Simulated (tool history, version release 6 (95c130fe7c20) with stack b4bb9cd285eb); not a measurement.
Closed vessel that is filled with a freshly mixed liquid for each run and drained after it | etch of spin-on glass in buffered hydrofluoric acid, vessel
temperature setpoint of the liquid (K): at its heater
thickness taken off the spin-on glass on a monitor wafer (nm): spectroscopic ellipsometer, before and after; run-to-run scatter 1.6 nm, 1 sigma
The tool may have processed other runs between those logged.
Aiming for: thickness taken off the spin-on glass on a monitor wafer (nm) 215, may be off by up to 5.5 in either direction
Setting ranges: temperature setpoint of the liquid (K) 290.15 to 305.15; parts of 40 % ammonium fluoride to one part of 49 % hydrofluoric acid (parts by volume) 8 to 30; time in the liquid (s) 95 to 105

| run | hour | temperature setpoint of the liquid (K) | parts of 40 % ammonium fluoride to one part of 49 % hydrofluoric acid (parts by volume) | time in the liquid (s) | thickness taken off the spin-on glass on a monitor wafer (nm) |
|---|---|---|---|---|---|
| 1 | 0 | 297.15 | 21.5 | 95 | 161.76 |
| 2 | 8 | 298.65 | 21.5 | 95 | 178.67 |
| 3 | 11.7 | 298.65 | 16.5 | 95 | 225.86 |
| 4 | 20.4 | 296.15 | 16.5 | 95 | 195.24 |
| 5 | 21.8 | 296.65 | 16.5 | 95 | 203.57 |
| 6 | 28 | 294.65 | 16.5 | 95 | 181.99 |
| 7 | 33.3 | 295.65 | 16.5 | 95 | 191.01 |
| 8 | 35.5 | 296.15 | 16.5 | 95 | 195.34 |

Exactly one of the 5 candidate moves below puts every result within its allowed miss. Which one?
| A | 37.7 | 295.65 | 14.5 | 100 | ? |
| B | 37.7 | 296.15 | 15 | 100 | ? |
| C | 37.7 | 294.65 | 13 | 95 | ? |
| D | 37.7 | 295.65 | 15.5 | 100 | ? |
| E | 37.7 | 298.65 | 18 | 105 | ? |

| move | thickness taken off the spin-on glass on a monitor wafer (nm) |
|---|---|
| A | 228.02 |
| B | 226.71 |
| C | 228.15 |
| D | 213.56 |
| E | 228.03 |
A: moves the result that the last run missed by most past its target, out the other side
B: moves the result that the last run missed by most past its target, out the other side
C: moves the result that the last run missed by most past its target, out the other side
D: hits every target within its allowed miss
E: moves the result that the last run missed by most past its target, out the other side
The move that meets every target is D.
